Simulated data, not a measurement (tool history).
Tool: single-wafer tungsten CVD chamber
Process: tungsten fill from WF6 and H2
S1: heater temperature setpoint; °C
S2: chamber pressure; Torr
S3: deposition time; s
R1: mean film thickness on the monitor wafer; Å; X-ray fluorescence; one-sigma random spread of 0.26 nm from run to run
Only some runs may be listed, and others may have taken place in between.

| run | day | S1 | S2 | S3 | R1 |
|---|---|---|---|---|---|
| 1 | 0.000 | 385 | 51.4 | 24.5 | 670.12 |
| 2 | 0.058 | 385 | 51.4 | 23.4 | 642.75 |
| 3 | 0.292 | 385 | 57.9 | 23.4 | 691.24 |
| 4 | 0.567 | 382 | 57.8 | 23.4 | 654.04 |
| 5 | 0.796 | 379 | 57.7 | 23.4 | 614.01 |
| 6 | 0.896 | 379 | 57.7 | 23.4 | 620.30 |
| 7 | 1.179 | 376 | 57.6 | 23.4 | 585.64 |

Estimate the outcome of run 8 from the log above:
| 8 | 1.521 | 374 | 57.5 | 23.4 | ? |

R1: 565.11 Å

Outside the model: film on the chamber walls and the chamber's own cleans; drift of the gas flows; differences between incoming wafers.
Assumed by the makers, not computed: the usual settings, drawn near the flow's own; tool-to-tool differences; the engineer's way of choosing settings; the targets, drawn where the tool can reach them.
